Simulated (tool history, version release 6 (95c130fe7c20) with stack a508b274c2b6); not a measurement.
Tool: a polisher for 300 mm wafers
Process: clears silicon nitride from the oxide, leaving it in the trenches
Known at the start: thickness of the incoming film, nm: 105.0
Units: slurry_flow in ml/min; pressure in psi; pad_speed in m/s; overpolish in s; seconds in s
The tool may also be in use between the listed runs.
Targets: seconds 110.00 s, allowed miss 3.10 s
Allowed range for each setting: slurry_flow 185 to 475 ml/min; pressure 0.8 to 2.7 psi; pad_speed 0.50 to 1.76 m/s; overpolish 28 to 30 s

run,hour,slurry_flow,pressure,pad_speed,overpolish,seconds
1,0.0,305,1.7,1.12,28,130.61
2,0.9,305,1.8,1.12,28,123.26
3,4.0,330,1.8,1.12,28,123.07
4,8.4,270,1.8,1.12,28,125.62
5,16.6,280,1.9,1.12,28,118.34
6,19.0,285,1.9,1.12,28,117.14
7,23.8,290,1.9,1.12,28,117.07
8,30.6,295,1.9,1.12,28,118.47

Which one of the following 4 next-run settings gets every result inside its allowed miss? There is exactly one.
A,37.4,290,1.9,1.02,30,?
B,37.4,335,1.5,1.36,28,?
C,37.4,280,1.8,1.10,28,?
D,37.4,400,2.4,0.92,28,?

move,seconds
A,129.75
B,121.59
C,127.55
D,111.11
A: lands further from the targets than the last run did
B: lands further from the targets than the last run did
C: lands further from the targets than the last run did
D: all results land within tolerance of their targets
Move D is the one to make.

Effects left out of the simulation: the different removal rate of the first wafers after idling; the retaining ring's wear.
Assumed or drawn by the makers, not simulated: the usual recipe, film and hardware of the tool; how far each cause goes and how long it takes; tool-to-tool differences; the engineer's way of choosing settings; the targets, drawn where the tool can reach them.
